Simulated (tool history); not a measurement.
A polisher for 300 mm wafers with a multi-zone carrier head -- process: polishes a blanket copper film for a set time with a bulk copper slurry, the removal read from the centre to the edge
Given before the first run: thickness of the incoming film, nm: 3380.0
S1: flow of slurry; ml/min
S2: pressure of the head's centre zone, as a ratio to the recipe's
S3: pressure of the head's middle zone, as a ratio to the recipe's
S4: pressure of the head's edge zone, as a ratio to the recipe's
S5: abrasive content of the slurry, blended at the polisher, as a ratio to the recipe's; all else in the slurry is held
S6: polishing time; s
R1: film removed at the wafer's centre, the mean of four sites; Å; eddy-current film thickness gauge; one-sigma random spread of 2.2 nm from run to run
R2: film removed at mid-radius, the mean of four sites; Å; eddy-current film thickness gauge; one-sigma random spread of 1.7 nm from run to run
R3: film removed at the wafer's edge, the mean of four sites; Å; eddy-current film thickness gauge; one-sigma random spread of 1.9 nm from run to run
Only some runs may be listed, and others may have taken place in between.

run 1 hour=0 | S1=185 S2=1 S3=1 S4=1 S5=1 S6=45 | R1=3298.1 R2=3401.3 R3=3548.7
run 2 hour=4 | S1=185 S2=1 S3=1 S4=1.06 S5=1 S6=45 | R1=3315.3 R2=3459.8 R3=3681
run 3 hour=8.9 | S1=180 S2=0.99 S3=0.99 S4=1.04 S5=0.95 S6=43 | R1=3065 R2=3185.3 R3=3428.2
run 4 hour=15.1 | S1=180 S2=0.98 S3=0.99 S4=1.02 S5=0.9 S6=42 | R1=2889.3 R2=3065.8 R3=3313.9
run 5 hour=17.8 | S1=165 S2=0.98 S3=0.99 S4=1.02 S5=0.9 S6=42 | R1=2833.1 R2=3039.4 R3=3266.6
run 6 hour=23.6 | S1=165 S2=0.98 S3=0.99 S4=1.01 S5=0.85 S6=41 | R1=2764.7 R2=2930.9 R3=3126.8
run 7 hour=24.3 | S1=160 S2=0.97 S3=0.98 S4=1 S5=0.8 S6=40 | R1=2683.1 R2=2815.4 R3=2986.1
run 8 hour=26.5 | S1=155 S2=0.96 S3=0.97 S4=0.99 S5=0.75 S6=39 | R1=2522.2 R2=2632 R3=2853
run 9 hour=29.1 | S1=150 S2=0.95 S3=0.97 S4=0.98 S5=0.7 S6=38 | R1=2346.7 R2=2477 R3=2737.4
run 10 hour=34.5 | S1=150 S2=0.94 S3=0.97 S4=0.97 S5=0.7 S6=37 | R1=2290.2 R2=2421 R3=2639.8
run 11 hour=40.8 | S1=150 S2=0.93 S3=0.97 S4=0.96 S5=0.7 S6=37 | R1=2235.5 R2=2425.4 R3=2630.5
run 12 hour=44.4 | S1=140 S2=0.88 S3=0.91 S4=0.86 S5=0.5 S6=29 | R1=1560.1 R2=1682.8 R3=1798
run 13 hour=50 | S1=145 S2=0.88 S3=0.91 S4=0.87 S5=0.5 S6=29 | R1=1520 R2=1679.8 R3=1816.1
run 14 hour=56.8 | S1=150 S2=0.89 S3=0.92 S4=0.88 S5=0.5 S6=29 | R1=1555.2 R2=1727.5 R3=1816.3

Run 15, settings as shown, results not yet in. Your forecast:
run 15 hour=63.9 | S1=150 S2=0.89 S3=0.92 S4=0.89 S5=0.5 S6=29 | R1=? R2=? R3=?

{"run 15": {"R1": 1571.5, "R2": 1691.3, "R3": 1846.9}}
